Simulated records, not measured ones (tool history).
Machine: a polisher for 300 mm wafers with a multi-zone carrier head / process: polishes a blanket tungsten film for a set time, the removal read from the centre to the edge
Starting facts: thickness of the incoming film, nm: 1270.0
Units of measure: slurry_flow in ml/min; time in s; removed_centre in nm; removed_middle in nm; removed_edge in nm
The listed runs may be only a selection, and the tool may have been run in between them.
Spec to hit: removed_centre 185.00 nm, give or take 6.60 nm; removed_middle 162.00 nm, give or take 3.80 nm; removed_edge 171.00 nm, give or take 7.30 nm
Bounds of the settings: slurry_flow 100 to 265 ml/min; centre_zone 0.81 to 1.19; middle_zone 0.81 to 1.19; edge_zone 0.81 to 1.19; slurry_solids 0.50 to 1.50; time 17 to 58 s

run  hour  slurry_flow  centre_zone  middle_zone  edge_zone  slurry_solids  time  removed_centre  removed_middle  removed_edge
  1   0.0          170         1.00         1.00       1.00           1.00    37          159.95          160.53        164.71
  2   2.1          170         1.00         1.00       1.04           1.00    37          158.82          160.18        166.79
  3   3.9          180         1.02         0.99       1.04           1.00    37          161.73          158.98        165.33
  4  11.5          185         1.05         0.98       1.05           1.05    37          168.89          160.30        169.00
  5  14.0          185         1.05         0.98       1.05           1.05    42          196.91          182.37        196.76
  6  20.3          165         1.05         0.98       1.05           1.05    42          188.54          179.49        195.44
  7  22.3          160         1.06         0.97       1.01           1.00    42          187.08          174.08        182.84
  8  24.2          150         1.07         0.96       1.00           1.00    42          188.07          172.86        176.46
  9  29.4          145         1.08         0.95       1.01           1.00    42          191.94          169.46        184.58
 10  30.4          140         1.08         0.95       0.99           1.00    42          188.59          168.32        174.22
 11  37.7          135         1.08         0.95       0.99           1.00    42          184.56          168.40        176.63
 12  40.7          130         1.09         0.94       0.99           1.00    42          189.10          167.13        182.59
 13  46.3          130         1.09         0.94       0.98           1.00    42          188.49          165.21        176.89

Exactly one of the 5 candidate moves below puts every result within its allowed miss. Which one?
  A  51.9          110         1.10         0.89       1.07           1.05    43               ?               ?             ?
  B  51.9          130         1.09         0.93       0.95           0.80    45               ?               ?             ?
  C  51.9          125         1.16         0.96       0.95           1.10    41               ?               ?             ?
  D  51.9          100         1.09         0.95       0.95           1.10    43               ?               ?             ?
  E  51.9          100         1.05         0.94       0.98           1.10    44               ?               ?             ?

move  removed_centre  removed_middle  removed_edge
   A          190.25          161.78        191.03
   B          184.78          162.67        174.40
   C          199.80          168.87        177.54
   D          187.63          168.67        180.83
   E          184.88          171.39        187.79
A: the worst result of the last run now meets its target, but another is out of spec
B: all results land within tolerance of their targets
C: misses by more than the last run did
D: misses by more than the last run did
E: misses by more than the last run did
Go with B: it meets all targets.

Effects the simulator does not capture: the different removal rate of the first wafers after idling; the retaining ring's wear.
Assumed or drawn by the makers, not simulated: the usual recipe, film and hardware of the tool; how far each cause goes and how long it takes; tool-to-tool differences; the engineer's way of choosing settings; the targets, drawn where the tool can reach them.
